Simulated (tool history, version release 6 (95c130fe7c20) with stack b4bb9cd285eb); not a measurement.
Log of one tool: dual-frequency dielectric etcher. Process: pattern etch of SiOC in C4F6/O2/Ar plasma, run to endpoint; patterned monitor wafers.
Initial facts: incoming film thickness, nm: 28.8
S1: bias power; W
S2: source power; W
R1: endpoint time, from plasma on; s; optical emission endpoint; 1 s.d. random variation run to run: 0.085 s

run	day	S1	S2	R1
1	0	462	450	9.0459
2	0.375	426	420	9.7427
3	0.696	426	500	9.2636
4	0.896	492	500	8.5342
5	0.946	417	500	9.3451
6	1	366	500	10.182

Run 7 has not been measured yet. What should we expect?
7	1.108	276	440	?

{"run 7": {"R1": 12.736}}

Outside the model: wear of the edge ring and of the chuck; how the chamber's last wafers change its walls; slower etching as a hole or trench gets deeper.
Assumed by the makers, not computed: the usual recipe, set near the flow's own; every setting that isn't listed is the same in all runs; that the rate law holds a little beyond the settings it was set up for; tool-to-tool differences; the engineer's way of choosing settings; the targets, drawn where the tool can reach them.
